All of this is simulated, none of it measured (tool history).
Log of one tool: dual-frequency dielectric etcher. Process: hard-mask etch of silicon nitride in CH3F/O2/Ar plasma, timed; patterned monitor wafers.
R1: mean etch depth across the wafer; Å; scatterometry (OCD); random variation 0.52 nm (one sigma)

{"run": 1, "hour": 0.0, "source power (W)": 490, "bias power (W)": 73, "etch time (s)": 240, "R1": 1646.3}
{"run": 2, "hour": 3.8, "source power (W)": 490, "bias power (W)": 82, "etch time (s)": 240, "R1": 1709.6}
{"run": 3, "hour": 6.9, "source power (W)": 490, "bias power (W)": 91, "etch time (s)": 240, "R1": 1767.6}
{"run": 4, "hour": 11.0, "source power (W)": 490, "bias power (W)": 100, "etch time (s)": 240, "R1": 1836.2}
{"run": 5, "hour": 14.1, "source power (W)": 440, "bias power (W)": 92, "etch time (s)": 240, "R1": 1714.5}
{"run": 6, "hour": 16.1, "source power (W)": 440, "bias power (W)": 102, "etch time (s)": 240, "R1": 1777.8}
{"run": 7, "hour": 23.5, "source power (W)": 400, "bias power (W)": 93, "etch time (s)": 240, "R1": 1662.3}
{"run": 8, "hour": 27.8, "source power (W)": 370, "bias power (W)": 87, "etch time (s)": 240, "R1": 1591.5}
{"run": 9, "hour": 29.3, "source power (W)": 350, "bias power (W)": 82, "etch time (s)": 240, "R1": 1543.8}
{"run": 10, "hour": 34.0, "source power (W)": 340, "bias power (W)": 78, "etch time (s)": 240, "R1": 1504.6}

The next listed run, before its measurement:
{"run": 11, "hour": 38.5, "source power (W)": 330, "bias power (W)": 75, "etch time (s)": 240, "R1": "?"}

R1: 1469.1 Å

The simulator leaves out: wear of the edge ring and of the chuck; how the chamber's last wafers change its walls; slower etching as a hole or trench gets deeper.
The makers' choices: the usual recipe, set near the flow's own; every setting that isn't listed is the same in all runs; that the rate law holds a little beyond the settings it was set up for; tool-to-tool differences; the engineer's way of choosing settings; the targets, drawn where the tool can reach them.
